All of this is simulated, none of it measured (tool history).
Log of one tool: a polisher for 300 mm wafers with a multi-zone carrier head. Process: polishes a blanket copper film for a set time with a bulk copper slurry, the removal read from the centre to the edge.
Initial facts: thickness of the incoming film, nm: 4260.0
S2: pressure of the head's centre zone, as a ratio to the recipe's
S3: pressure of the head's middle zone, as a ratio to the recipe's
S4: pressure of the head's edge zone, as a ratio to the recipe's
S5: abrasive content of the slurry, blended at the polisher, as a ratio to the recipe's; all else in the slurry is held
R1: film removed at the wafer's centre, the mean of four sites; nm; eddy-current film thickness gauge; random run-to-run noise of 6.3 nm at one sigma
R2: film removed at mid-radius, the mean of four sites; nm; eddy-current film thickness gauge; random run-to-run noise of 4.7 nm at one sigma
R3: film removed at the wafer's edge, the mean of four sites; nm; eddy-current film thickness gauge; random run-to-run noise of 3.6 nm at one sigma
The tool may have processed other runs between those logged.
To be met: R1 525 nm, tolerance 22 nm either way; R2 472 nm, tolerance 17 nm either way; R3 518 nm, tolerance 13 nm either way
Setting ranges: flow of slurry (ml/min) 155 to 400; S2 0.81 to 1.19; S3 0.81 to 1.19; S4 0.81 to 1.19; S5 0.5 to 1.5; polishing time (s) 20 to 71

{"run": 1, "hour": 0.0, "flow of slurry (ml/min)": 255, "S2": 1, "S3": 1, "S4": 1, "S5": 1, "polishing time (s)": 45, "R1": 418.15, "R2": 400.87, "R3": 404.37}
{"run": 2, "hour": 2.6, "flow of slurry (ml/min)": 260, "S2": 1.01, "S3": 1, "S4": 1.04, "S5": 1.1, "polishing time (s)": 45, "R1": 424.53, "R2": 402.71, "R3": 417.79}
{"run": 3, "hour": 7.7, "flow of slurry (ml/min)": 265, "S2": 1.03, "S3": 1, "S4": 1.07, "S5": 1.2, "polishing time (s)": 46, "R1": 452.57, "R2": 422.54, "R3": 445.94}
{"run": 4, "hour": 8.3, "flow of slurry (ml/min)": 275, "S2": 1.05, "S3": 1.01, "S4": 1.09, "S5": 1.25, "polishing time (s)": 46, "R1": 464.72, "R2": 439.28, "R3": 457.76}
{"run": 5, "hour": 15.4, "flow of slurry (ml/min)": 275, "S2": 1.05, "S3": 1.01, "S4": 1.09, "S5": 1.45, "polishing time (s)": 46, "R1": 477.19, "R2": 457.01, "R3": 470.75}
{"run": 6, "hour": 16.1, "flow of slurry (ml/min)": 275, "S2": 1.05, "S3": 1.01, "S4": 1.09, "S5": 1.25, "polishing time (s)": 46, "R1": 471.18, "R2": 435.3, "R3": 453.77}
{"run": 7, "hour": 18.3, "flow of slurry (ml/min)": 280, "S2": 1.06, "S3": 1.01, "S4": 1.11, "S5": 1.3, "polishing time (s)": 46, "R1": 475.46, "R2": 437.97, "R3": 461.39}
{"run": 8, "hour": 21.8, "flow of slurry (ml/min)": 285, "S2": 1.07, "S3": 1.01, "S4": 1.13, "S5": 1.35, "polishing time (s)": 46, "R1": 479.97, "R2": 448.37, "R3": 470.76}
{"run": 9, "hour": 28.0, "flow of slurry (ml/min)": 290, "S2": 1.08, "S3": 1, "S4": 1.14, "S5": 1.4, "polishing time (s)": 46, "R1": 492.28, "R2": 447.6, "R3": 480.1}
{"run": 10, "hour": 30.0, "flow of slurry (ml/min)": 295, "S2": 1.08, "S3": 1, "S4": 1.15, "S5": 1.4, "polishing time (s)": 46, "R1": 495.8, "R2": 444.28, "R3": 483.92}
{"run": 11, "hour": 38.8, "flow of slurry (ml/min)": 300, "S2": 1.08, "S3": 1, "S4": 1.16, "S5": 1.4, "polishing time (s)": 46, "R1": 493.39, "R2": 442.77, "R3": 486.64}
{"run": 12, "hour": 43.6, "flow of slurry (ml/min)": 305, "S2": 1.08, "S3": 1, "S4": 1.17, "S5": 1.4, "polishing time (s)": 46, "R1": 503.69, "R2": 444.38, "R3": 489.34}
{"run": 13, "hour": 47.3, "flow of slurry (ml/min)": 310, "S2": 1.08, "S3": 1, "S4": 1.17, "S5": 1.4, "polishing time (s)": 46, "R1": 507.62, "R2": 454.12, "R3": 490.43}

Of the 5 settings listed for the next run, only one would bring every result within its allowed miss of target. Which one?
{"run": "A", "hour": 51.0, "flow of slurry (ml/min)": 300, "S2": 1.13, "S3": 1.07, "S4": 1.16, "S5": 1.4, "polishing time (s)": 46, "R1": "?", "R2": "?", "R3": "?"}
{"run": "B", "hour": 51.0, "flow of slurry (ml/min)": 255, "S2": 1.08, "S3": 0.9, "S4": 1.16, "S5": 1.4, "polishing time (s)": 50, "R1": "?", "R2": "?", "R3": "?"}
{"run": "C", "hour": 51.0, "flow of slurry (ml/min)": 210, "S2": 1.02, "S3": 0.96, "S4": 1.19, "S5": 1.2, "polishing time (s)": 49, "R1": "?", "R2": "?", "R3": "?"}
{"run": "D", "hour": 51.0, "flow of slurry (ml/min)": 310, "S2": 1.09, "S3": 0.99, "S4": 1.19, "S5": 1.4, "polishing time (s)": 48, "R1": "?", "R2": "?", "R3": "?"}
{"run": "E", "hour": 51.0, "flow of slurry (ml/min)": 205, "S2": 1.11, "S3": 0.97, "S4": 1.19, "S5": 1.25, "polishing time (s)": 48, "R1": "?", "R2": "?", "R3": "?"}

move=A R1=515.04 R2=480.2 R3=484.27
move=B R1=523.43 R2=443.11 R3=520.28
move=C R1=454.52 R2=431.43 R3=489.28
move=D R1=519.9 R2=470.76 R3=513.95
move=E R1=487.05 R2=428.24 R3=482.1
A: the biggest miss grows against the last run
B: brings the last run's worst result on target, with another outside its allowed miss
C: the biggest miss grows against the last run
D: all results in spec
E: the biggest miss grows against the last run
Go with D: it meets all targets.
